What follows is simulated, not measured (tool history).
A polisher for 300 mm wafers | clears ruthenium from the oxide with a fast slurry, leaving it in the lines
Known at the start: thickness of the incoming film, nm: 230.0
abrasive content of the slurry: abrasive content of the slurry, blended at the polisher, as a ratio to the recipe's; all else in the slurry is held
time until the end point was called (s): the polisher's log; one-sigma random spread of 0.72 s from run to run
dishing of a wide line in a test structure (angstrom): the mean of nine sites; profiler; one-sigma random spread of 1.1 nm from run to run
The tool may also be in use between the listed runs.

run    day  flow of slurry (ml/min)  pressure of the wafer on the pad (psi)  speed of the pad under the wafer (m/s)  abrasive content of the slurry  overpolish time after the end point (s)  time until the end point was called (s)  dishing of a wide line in a test structure (angstrom)
  1      0                      310                                     1.8                                    1.06                               1                                       24                                   95.438                                                 459.11
  2  0.096                      310                                     1.8                                    1.22                               1                                       24                                   84.756                                                 489.24
  3  0.125                      310                                     1.8                                    1.48                               1                                       24                                   75.212                                                 567.69
  4  0.196                      255                                     1.8                                    1.48                               1                                       24                                   75.327                                                 571.71
  5  0.488                      255                                     1.9                                    1.48                               1                                       27                                   72.188                                                 650.97
  6  0.862                      255                                     1.9                                    1.66                               1                                       27                                   66.142                                                 704.22
  7  1.108                      255                                     1.9                                    1.66                               1                                       30                                    66.11                                                 783.23

Expected results for the next run?
  8  1.204                      255                                     1.9                                    1.66                               1                                       32                                        ?                                                      ?

{"run 8": {"time until the end point was called (s)": 65.503, "dishing of a wide line in a test structure (angstrom)": 804.94}}
